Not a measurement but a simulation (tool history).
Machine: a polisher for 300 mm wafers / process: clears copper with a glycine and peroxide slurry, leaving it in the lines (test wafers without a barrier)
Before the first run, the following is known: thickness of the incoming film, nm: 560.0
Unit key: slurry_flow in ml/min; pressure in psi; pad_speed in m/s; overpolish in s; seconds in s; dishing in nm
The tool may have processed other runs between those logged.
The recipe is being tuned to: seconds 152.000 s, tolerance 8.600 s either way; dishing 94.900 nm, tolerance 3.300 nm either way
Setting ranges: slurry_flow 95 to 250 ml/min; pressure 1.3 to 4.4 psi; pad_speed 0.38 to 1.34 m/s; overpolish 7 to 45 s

run 1 hour=0.0 | slurry_flow=160 pressure=2.8 pad_speed=0.86 overpolish=23 | seconds=115.400 dishing=82.644
run 2 hour=4.9 | slurry_flow=160 pressure=3.5 pad_speed=0.86 overpolish=23 | seconds=93.675 dishing=94.550
run 3 hour=8.4 | slurry_flow=155 pressure=3.2 pad_speed=0.86 overpolish=25 | seconds=101.790 dishing=95.079
run 4 hour=13.0 | slurry_flow=155 pressure=3.2 pad_speed=0.86 overpolish=29 | seconds=98.861 dishing=103.330
run 5 hour=21.7 | slurry_flow=155 pressure=3.6 pad_speed=0.86 overpolish=29 | seconds=90.129 dishing=113.100
run 6 hour=27.5 | slurry_flow=155 pressure=4.3 pad_speed=0.86 overpolish=29 | seconds=79.065 dishing=124.130
run 7 hour=34.3 | slurry_flow=150 pressure=3.7 pad_speed=0.84 overpolish=31 | seconds=91.557 dishing=116.020
run 8 hour=42.7 | slurry_flow=145 pressure=3.3 pad_speed=0.84 overpolish=33 | seconds=99.637 dishing=112.500
run 9 hour=46.0 | slurry_flow=140 pressure=3.0 pad_speed=0.82 overpolish=35 | seconds=111.460 dishing=111.160

Pick the move, out of 4, that brings all results within their allowed miss; only one does.
run A hour=49.3 | slurry_flow=160 pressure=2.7 pad_speed=0.70 overpolish=34 | seconds=? dishing=?
run B hour=49.3 | slurry_flow=130 pressure=3.5 pad_speed=1.04 overpolish=22 | seconds=? dishing=?
run C hour=49.3 | slurry_flow=125 pressure=3.3 pad_speed=0.66 overpolish=34 | seconds=? dishing=?
run D hour=49.3 | slurry_flow=130 pressure=2.8 pad_speed=0.60 overpolish=38 | seconds=? dishing=?

move=A seconds=135.060 dishing=96.943
move=B seconds=81.257 dishing=101.770
move=C seconds=124.760 dishing=104.020
move=D seconds=151.340 dishing=97.939
A: brings the last run's worst result on target, with another outside its allowed miss
B: moves away from the targets compared with the last run
C: nearer than the last run, and not there yet
D: all results land within tolerance of their targets
Answer: D
